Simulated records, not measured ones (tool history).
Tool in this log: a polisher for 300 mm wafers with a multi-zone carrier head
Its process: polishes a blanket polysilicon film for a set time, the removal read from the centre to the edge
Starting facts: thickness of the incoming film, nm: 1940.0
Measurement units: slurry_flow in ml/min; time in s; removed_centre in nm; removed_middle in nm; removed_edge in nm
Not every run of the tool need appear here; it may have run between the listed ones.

Run 1, hour 0.0: slurry_flow 295 ml/min, centre_zone 1.00, middle_zone 1.00, edge_zone 1.00, time 68 s. Result: removed_centre 588.08 nm, removed_middle 573.15 nm, removed_edge 590.72 nm.
Run 2, hour 5.8: slurry_flow 260 ml/min, centre_zone 1.00, middle_zone 1.00, edge_zone 1.00, time 68 s. Result: removed_centre 589.50 nm, removed_middle 570.06 nm, removed_edge 575.83 nm.
Run 3, hour 11.1: slurry_flow 285 ml/min, centre_zone 1.00, middle_zone 1.05, edge_zone 1.03, time 72 s. Result: removed_centre 635.34 nm, removed_middle 631.45 nm, removed_edge 621.01 nm.
Run 4, hour 17.7: slurry_flow 285 ml/min, centre_zone 1.00, middle_zone 1.13, edge_zone 1.03, time 72 s. Result: removed_centre 623.79 nm, removed_middle 676.50 nm, removed_edge 625.71 nm.
Run 5, hour 20.7: slurry_flow 285 ml/min, centre_zone 1.00, middle_zone 1.13, edge_zone 1.03, time 59 s. Result: removed_centre 509.96 nm, removed_middle 553.94 nm, removed_edge 517.49 nm.
Run 6, hour 21.6: slurry_flow 285 ml/min, centre_zone 1.00, middle_zone 1.13, edge_zone 1.03, time 52 s. Result: removed_centre 454.99 nm, removed_middle 483.15 nm, removed_edge 454.52 nm.
Run 7, hour 25.1: slurry_flow 300 ml/min, centre_zone 0.99, middle_zone 1.14, edge_zone 1.06, time 60 s. Result: removed_centre 518.82 nm, removed_middle 571.10 nm, removed_edge 532.25 nm.
Run 8, hour 29.6: slurry_flow 300 ml/min, centre_zone 0.99, middle_zone 1.14, edge_zone 1.06, time 60 s. Result: removed_centre 506.93 nm, removed_middle 574.29 nm, removed_edge 535.13 nm.
Run 9, hour 35.6: slurry_flow 325 ml/min, centre_zone 1.01, middle_zone 1.15, edge_zone 1.09, time 65 s. Result: removed_centre 574.35 nm, removed_middle 622.58 nm, removed_edge 581.54 nm.
Run 10, hour 43.2: slurry_flow 330 ml/min, centre_zone 1.00, middle_zone 1.15, edge_zone 1.11, time 70 s. Result: removed_centre 624.87 nm, removed_middle 665.39 nm, removed_edge 636.65 nm.
Run 11, hour 48.2: slurry_flow 335 ml/min, centre_zone 0.98, middle_zone 1.16, edge_zone 1.12, time 74 s. Result: removed_centre 637.75 nm, removed_middle 712.89 nm, removed_edge 687.47 nm.

Estimate the outcome of run 12 from the log above:
Run 12, hour 49.6: slurry_flow 340 ml/min, centre_zone 0.98, middle_zone 1.17, edge_zone 1.12, time 77 s. Result: removed_centre ?, removed_middle ?, removed_edge ?.

For run 12 the tool returned removed_centre 659.42 nm, removed_middle 758.99 nm, removed_edge 714.45 nm.
